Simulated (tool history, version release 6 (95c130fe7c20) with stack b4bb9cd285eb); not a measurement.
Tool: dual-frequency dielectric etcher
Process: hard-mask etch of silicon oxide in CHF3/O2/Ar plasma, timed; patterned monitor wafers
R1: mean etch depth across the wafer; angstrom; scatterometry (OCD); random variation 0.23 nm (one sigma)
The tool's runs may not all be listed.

Run 1, hour 0.0: source power (W) 860, bias power (W) 164, etch time (s) 20. Result: R1 439.52 angstrom.
Run 2, hour 5.9: source power (W) 900, bias power (W) 166, etch time (s) 20. Result: R1 453.16 angstrom.
Run 3, hour 7.5: source power (W) 810, bias power (W) 166, etch time (s) 20. Result: R1 425.00 angstrom.
Run 4, hour 15.9: source power (W) 810, bias power (W) 191, etch time (s) 20. Result: R1 443.70 angstrom.
Run 5, hour 17.3: source power (W) 840, bias power (W) 192, etch time (s) 20. Result: R1 452.11 angstrom.
Run 6, hour 25.0: source power (W) 860, bias power (W) 193, etch time (s) 20. Result: R1 460.28 angstrom.
Run 7, hour 32.8: source power (W) 880, bias power (W) 194, etch time (s) 20. Result: R1 469.65 angstrom.

The next listed run, before its measurement:
Run 8, hour 35.4: source power (W) 880, bias power (W) 194, etch time (s) 20. Result: R1 ?.

{"run 8": {"R1": 467.93}}
